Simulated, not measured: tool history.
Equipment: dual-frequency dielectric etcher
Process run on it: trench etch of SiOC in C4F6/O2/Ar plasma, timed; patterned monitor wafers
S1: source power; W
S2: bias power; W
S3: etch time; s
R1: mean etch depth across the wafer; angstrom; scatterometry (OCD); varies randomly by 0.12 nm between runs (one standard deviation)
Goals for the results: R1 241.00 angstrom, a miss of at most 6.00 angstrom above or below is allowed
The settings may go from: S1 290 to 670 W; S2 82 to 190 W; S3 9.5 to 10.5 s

{"run": 1, "hour": 0.0, "S1": 480, "S2": 136, "S3": 10.5, "R1": 209.0}
{"run": 2, "hour": 2.5, "S1": 420, "S2": 136, "S3": 10.5, "R1": 200.5}
{"run": 3, "hour": 7.9, "S1": 420, "S2": 159, "S3": 10.5, "R1": 209.55}
{"run": 4, "hour": 15.4, "S1": 450, "S2": 162, "S3": 10.5, "R1": 215.0}
{"run": 5, "hour": 23.5, "S1": 450, "S2": 149, "S3": 10.5, "R1": 212.89}
{"run": 6, "hour": 30.7, "S1": 450, "S2": 149, "S3": 9.5, "R1": 189.84}
{"run": 7, "hour": 36.9, "S1": 480, "S2": 157, "S3": 9.5, "R1": 195.19}
{"run": 8, "hour": 43.8, "S1": 520, "S2": 163, "S3": 9.5, "R1": 204.78}
{"run": 9, "hour": 45.2, "S1": 540, "S2": 168, "S3": 9.5, "R1": 209.25}
{"run": 10, "hour": 46.5, "S1": 550, "S2": 172, "S3": 9.5, "R1": 208.83}
{"run": 11, "hour": 54.7, "S1": 570, "S2": 176, "S3": 9.5, "R1": 213.3}

Pick the move, out of 5, that brings all results within their allowed miss; only one does.
{"run": "A", "hour": 62.9, "S1": 570, "S2": 189, "S3": 10.0, "R1": "?"}
{"run": "B", "hour": 62.9, "S1": 620, "S2": 177, "S3": 10.0, "R1": "?"}
{"run": "C", "hour": 62.9, "S1": 520, "S2": 166, "S3": 10.5, "R1": "?"}
{"run": "D", "hour": 62.9, "S1": 620, "S2": 182, "S3": 9.5, "R1": "?"}
{"run": "E", "hour": 62.9, "S1": 670, "S2": 185, "S3": 10.0, "R1": "?"}

move=A R1=230.24
move=B R1=231.38
move=C R1=226.16
move=D R1=221.69
move=E R1=240.13
A: moves toward the targets from the last run without getting all of them in spec
B: moves toward the targets from the last run without getting all of them in spec
C: moves toward the targets from the last run without getting all of them in spec
D: moves toward the targets from the last run without getting all of them in spec
E: every result lands within tolerance
Correct choice: E, which meets every target
